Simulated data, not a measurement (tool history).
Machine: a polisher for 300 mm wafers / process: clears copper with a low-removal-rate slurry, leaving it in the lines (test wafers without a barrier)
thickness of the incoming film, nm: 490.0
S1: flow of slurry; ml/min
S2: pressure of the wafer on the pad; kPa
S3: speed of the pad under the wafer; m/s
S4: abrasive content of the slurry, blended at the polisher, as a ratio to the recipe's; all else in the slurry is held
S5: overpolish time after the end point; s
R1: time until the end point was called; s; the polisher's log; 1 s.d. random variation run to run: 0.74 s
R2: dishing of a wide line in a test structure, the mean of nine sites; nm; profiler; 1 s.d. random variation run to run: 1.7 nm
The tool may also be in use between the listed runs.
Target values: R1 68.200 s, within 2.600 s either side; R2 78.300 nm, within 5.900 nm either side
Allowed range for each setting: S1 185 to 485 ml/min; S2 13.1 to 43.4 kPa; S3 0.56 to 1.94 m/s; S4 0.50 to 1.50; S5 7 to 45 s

run 1 hour=0.0 | S1=310 S2=28.3 S3=1.24 S4=1.00 S5=23 | R1=104.710 R2=60.961
run 2 hour=2.3 | S1=310 S2=28.3 S3=1.24 S4=1.00 S5=28 | R1=106.070 R2=70.123
run 3 hour=3.4 | S1=310 S2=32.4 S3=1.24 S4=1.00 S5=28 | R1=91.920 R2=73.685
run 4 hour=8.3 | S1=310 S2=35.2 S3=1.24 S4=1.00 S5=27 | R1=88.437 R2=75.552
run 5 hour=13.2 | S1=310 S2=35.2 S3=1.42 S4=1.00 S5=27 | R1=75.940 R2=81.988
run 6 hour=20.2 | S1=310 S2=36.5 S3=1.42 S4=1.00 S5=26 | R1=74.109 R2=84.297
run 7 hour=26.3 | S1=310 S2=37.2 S3=1.42 S4=1.00 S5=24 | R1=73.446 R2=83.262
run 8 hour=26.9 | S1=310 S2=37.9 S3=1.42 S4=1.00 S5=22 | R1=71.587 R2=78.378

Next run, 5 choices. One meets every target within its allowed miss, the rest don't. Which?
run A hour=27.5 | S1=265 S2=42.1 S3=1.32 S4=0.85 S5=22 | R1=? R2=?
run B hour=27.5 | S1=300 S2=42.7 S3=1.16 S4=1.00 S5=26 | R1=? R2=?
run C hour=27.5 | S1=265 S2=40.7 S3=1.42 S4=1.05 S5=21 | R1=? R2=?
run D hour=27.5 | S1=290 S2=36.5 S3=1.36 S4=1.00 S5=18 | R1=? R2=?
run E hour=27.5 | S1=315 S2=35.9 S3=1.38 S4=1.05 S5=33 | R1=? R2=?

move=A R1=73.948 R2=76.760
move=B R1=79.292 R2=81.784
move=C R1=68.236 R2=78.320
move=D R1=78.053 R2=63.942
move=E R1=76.931 R2=94.337
A: the biggest miss grows against the last run
B: the biggest miss grows against the last run
C: every result within its allowed miss
D: the biggest miss grows against the last run
E: the biggest miss grows against the last run
Go with C: it meets all targets.
